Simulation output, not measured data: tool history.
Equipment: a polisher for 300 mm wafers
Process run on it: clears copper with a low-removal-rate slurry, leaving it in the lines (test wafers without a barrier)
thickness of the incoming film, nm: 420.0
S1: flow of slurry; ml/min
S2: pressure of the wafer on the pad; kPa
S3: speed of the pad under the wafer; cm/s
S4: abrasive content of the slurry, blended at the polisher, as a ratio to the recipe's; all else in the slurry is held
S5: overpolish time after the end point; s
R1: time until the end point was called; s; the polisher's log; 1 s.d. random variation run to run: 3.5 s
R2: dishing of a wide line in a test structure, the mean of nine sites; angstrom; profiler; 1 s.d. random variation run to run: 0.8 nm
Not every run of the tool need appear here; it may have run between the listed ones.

run 1 hour=0.0 | S1=295 S2=19.3 S3=102 S4=1.0 S5=19 | R1=120.44 R2=415.96
run 2 hour=3.8 | S1=325 S2=19.3 S3=102 S4=1.0 S5=19 | R1=120.20 R2=431.65
run 3 hour=6.5 | S1=390 S2=19.3 S3=102 S4=1.0 S5=19 | R1=117.79 R2=412.13
run 4 hour=14.7 | S1=390 S2=17.2 S3=100 S4=1.0 S5=21 | R1=134.37 R2=406.58
run 5 hour=23.4 | S1=460 S2=17.2 S3=100 S4=1.0 S5=21 | R1=133.54 R2=409.65
run 6 hour=30.9 | S1=460 S2=15.9 S3=98 S4=1.0 S5=22 | R1=142.86 R2=389.68
run 7 hour=38.1 | S1=460 S2=14.5 S3=96 S4=1.0 S5=24 | R1=164.39 R2=373.34
run 8 hour=44.3 | S1=460 S2=13.8 S3=96 S4=1.0 S5=25 | R1=173.62 R2=390.80
run 9 hour=49.7 | S1=460 S2=13.1 S3=96 S4=1.0 S5=25 | R1=181.23 R2=361.25

For run 10, what comes out?
run 10 hour=56.6 | S1=460 S2=12.4 S3=96 S4=1.0 S5=26 | R1=? R2=?

For run 10 the tool returned R1 189.57 s, R2 360.72 angstrom.
